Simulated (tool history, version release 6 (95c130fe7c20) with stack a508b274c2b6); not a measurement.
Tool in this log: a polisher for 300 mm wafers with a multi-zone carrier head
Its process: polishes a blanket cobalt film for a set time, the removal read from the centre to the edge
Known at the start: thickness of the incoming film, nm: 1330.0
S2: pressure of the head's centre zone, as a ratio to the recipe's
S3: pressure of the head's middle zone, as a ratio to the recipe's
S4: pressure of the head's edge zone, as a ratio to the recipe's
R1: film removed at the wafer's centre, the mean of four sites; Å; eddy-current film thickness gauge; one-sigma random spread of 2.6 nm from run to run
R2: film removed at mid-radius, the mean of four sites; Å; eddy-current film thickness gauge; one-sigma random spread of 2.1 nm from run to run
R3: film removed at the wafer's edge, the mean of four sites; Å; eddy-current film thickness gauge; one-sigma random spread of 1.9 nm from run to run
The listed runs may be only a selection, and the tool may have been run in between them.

{"run": 1, "hour": 0.0, "flow of slurry (ml/min)": 260, "S2": 1.0, "S3": 1.0, "S4": 1.0, "polishing time (s)": 64, "R1": 2940.9, "R2": 2913.3, "R3": 2940.8}
{"run": 2, "hour": 7.5, "flow of slurry (ml/min)": 260, "S2": 1.0, "S3": 1.0, "S4": 1.0, "polishing time (s)": 76, "R1": 3450.9, "R2": 3425.6, "R3": 3534.2}
{"run": 3, "hour": 8.5, "flow of slurry (ml/min)": 260, "S2": 1.06, "S3": 1.0, "S4": 1.0, "polishing time (s)": 76, "R1": 3548.2, "R2": 3417.9, "R3": 3501.5}
{"run": 4, "hour": 14.5, "flow of slurry (ml/min)": 245, "S2": 1.02, "S3": 0.96, "S4": 1.01, "polishing time (s)": 65, "R1": 2934.0, "R2": 2850.0, "R3": 2988.0}
{"run": 5, "hour": 15.6, "flow of slurry (ml/min)": 285, "S2": 1.02, "S3": 0.96, "S4": 1.01, "polishing time (s)": 65, "R1": 3040.9, "R2": 2880.9, "R3": 3033.9}
{"run": 6, "hour": 18.5, "flow of slurry (ml/min)": 275, "S2": 1.01, "S3": 0.92, "S4": 1.02, "polishing time (s)": 57, "R1": 2663.6, "R2": 2424.9, "R3": 2718.5}
{"run": 7, "hour": 25.6, "flow of slurry (ml/min)": 255, "S2": 0.94, "S3": 0.83, "S4": 0.92, "polishing time (s)": 39, "R1": 1648.7, "R2": 1489.7, "R3": 1727.6}

Forecast run 8:
{"run": 8, "hour": 33.6, "flow of slurry (ml/min)": 300, "S2": 1.0, "S3": 0.89, "S4": 1.02, "polishing time (s)": 39, "R1": "?", "R2": "?", "R3": "?"}

R1: 1801.2 Å
R2: 1640.8 Å
R3: 1828.1 Å
